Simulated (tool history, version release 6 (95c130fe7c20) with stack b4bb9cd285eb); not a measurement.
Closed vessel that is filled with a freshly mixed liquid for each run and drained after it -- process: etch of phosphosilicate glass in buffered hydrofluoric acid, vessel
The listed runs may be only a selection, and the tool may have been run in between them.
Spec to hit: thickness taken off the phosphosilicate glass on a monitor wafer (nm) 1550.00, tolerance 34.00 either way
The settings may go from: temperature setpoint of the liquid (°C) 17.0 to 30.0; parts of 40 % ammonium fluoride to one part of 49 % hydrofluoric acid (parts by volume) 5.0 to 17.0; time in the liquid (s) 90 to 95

run,hour,temperature setpoint of the liquid (°C),parts of 40 % ammonium fluoride to one part of 49 % hydrofluoric acid (parts by volume),time in the liquid (s),thickness taken off the phosphosilicate glass on a monitor wafer (nm)
1,0.0,22.0,10.5,90,650.79
2,2.5,24.5,9.0,90,842.70
3,6.7,22.5,9.0,90,755.64
4,8.6,25.0,8.0,90,981.78
5,9.8,26.5,7.5,90,1140.80
6,11.4,29.5,7.5,90,1340.80
7,13.9,29.5,7.0,90,1457.00
# hour 20.2: thermometer replaced
8,20.2,30.0,7.0,90,1680.70
9,28.9,29.5,7.0,90,1650.80
10,35.0,29.5,7.0,90,1646.10
11,36.4,29.0,7.0,90,1609.40

Which single option among these 5 for the next run brings every result within its allowed miss of target? Just one does.
A,37.8,28.5,7.5,90,?
B,37.8,26.5,7.0,95,?
C,37.8,25.0,6.5,95,?
D,37.8,29.0,7.5,90,?
E,37.8,30.0,8.0,95,?

move,thickness taken off the phosphosilicate glass on a monitor wafer (nm)
A,1458.00
B,1490.50
C,1466.20
D,1497.00
E,1553.30
A: takes the biggest miss from the last run beyond its target
B: takes the biggest miss from the last run beyond its target
C: takes the biggest miss from the last run beyond its target
D: takes the biggest miss from the last run beyond its target
E: each result inside its tolerance
Answer: E
